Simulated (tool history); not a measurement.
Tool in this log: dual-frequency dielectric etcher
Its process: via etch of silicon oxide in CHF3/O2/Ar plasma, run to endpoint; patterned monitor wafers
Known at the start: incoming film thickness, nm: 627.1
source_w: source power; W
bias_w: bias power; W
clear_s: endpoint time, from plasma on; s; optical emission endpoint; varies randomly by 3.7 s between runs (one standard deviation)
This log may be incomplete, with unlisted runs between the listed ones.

{"run": 1, "day": 0.0, "source_w": 510, "bias_w": 197, "clear_s": 326.74}
{"run": 2, "day": 0.362, "source_w": 550, "bias_w": 197, "clear_s": 319.5}
{"run": 3, "day": 0.554, "source_w": 520, "bias_w": 185, "clear_s": 334.7}
{"run": 4, "day": 0.846, "source_w": 490, "bias_w": 177, "clear_s": 352.46}
{"run": 5, "day": 1.171, "source_w": 430, "bias_w": 177, "clear_s": 371.37}
{"run": 6, "day": 1.221, "source_w": 410, "bias_w": 175, "clear_s": 377.05}

Run 7 has not been measured yet. What should we expect?
{"run": 7, "day": 1.258, "source_w": 310, "bias_w": 142, "clear_s": "?"}

Run 7 produced clear_s 476.23 s.
